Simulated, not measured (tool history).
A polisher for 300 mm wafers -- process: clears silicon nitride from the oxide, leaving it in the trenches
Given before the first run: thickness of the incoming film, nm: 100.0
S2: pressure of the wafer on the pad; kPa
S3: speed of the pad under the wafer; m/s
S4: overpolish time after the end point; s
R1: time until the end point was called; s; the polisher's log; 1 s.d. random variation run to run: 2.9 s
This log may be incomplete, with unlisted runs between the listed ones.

Run 1, hour 0.0: flow of slurry (ml/min) 170, S2 17.9 kPa, S3 1.02 m/s, S4 17 s. Result: R1 102.70 s.
Run 2, hour 2.1: flow of slurry (ml/min) 170, S2 17.9 kPa, S3 0.82 m/s, S4 17 s. Result: R1 131.15 s.
Run 3, hour 7.7: flow of slurry (ml/min) 170, S2 20.0 kPa, S3 0.82 m/s, S4 17 s. Result: R1 118.65 s.
Run 4, hour 16.3: flow of slurry (ml/min) 170, S2 17.9 kPa, S3 0.80 m/s, S4 17 s. Result: R1 134.78 s.
Run 5, hour 21.9: flow of slurry (ml/min) 170, S2 16.5 kPa, S3 0.80 m/s, S4 17 s. Result: R1 143.69 s.
Run 6, hour 24.4: flow of slurry (ml/min) 170, S2 15.9 kPa, S3 0.80 m/s, S4 17 s. Result: R1 149.42 s.

For run 7, what comes out?
Run 7, hour 26.4: flow of slurry (ml/min) 170, S2 15.2 kPa, S3 0.80 m/s, S4 17 s. Result: R1 ?.

{"run 7": {"R1": 152.36}}
